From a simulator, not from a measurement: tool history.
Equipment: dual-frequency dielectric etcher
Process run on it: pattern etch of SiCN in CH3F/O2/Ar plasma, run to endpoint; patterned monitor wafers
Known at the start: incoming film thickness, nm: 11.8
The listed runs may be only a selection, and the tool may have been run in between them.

run,hour,source power (kW),bias power (kW),endpoint time (s)
1,0,0.55,0.078,27.519
2,5,0.59,0.078,26.678
3,8.6,0.59,0.069,27.492
4,13.1,0.59,0.076,26.779
5,17.4,0.61,0.077,26.448
6,19,0.63,0.079,25.807
7,24.5,0.65,0.08,25.566

What will run 8 give?
8,26.3,0.67,0.082,?

endpoint time (s): 25.031
